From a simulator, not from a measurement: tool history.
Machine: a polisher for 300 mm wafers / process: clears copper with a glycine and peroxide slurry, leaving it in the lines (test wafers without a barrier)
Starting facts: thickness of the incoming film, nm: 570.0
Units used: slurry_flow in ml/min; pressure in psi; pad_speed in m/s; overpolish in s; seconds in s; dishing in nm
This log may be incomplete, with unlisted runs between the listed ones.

run,hour,slurry_flow,pressure,pad_speed,overpolish,seconds,dishing
1,0.0,240,2.3,0.90,9,118.16,27.058
2,1.2,240,2.3,0.78,9,134.69,24.190
3,10.0,240,2.3,0.78,7,128.18,19.343
4,10.8,240,2.2,0.78,8,136.38,21.448
5,19.9,240,2.1,0.78,8,140.32,20.790
6,23.4,240,2.0,0.78,8,140.33,19.768

Predict the results of run 7:
7,31.9,235,1.4,0.62,12,?,?

seconds: 210.57 s
dishing: 20.855 nm
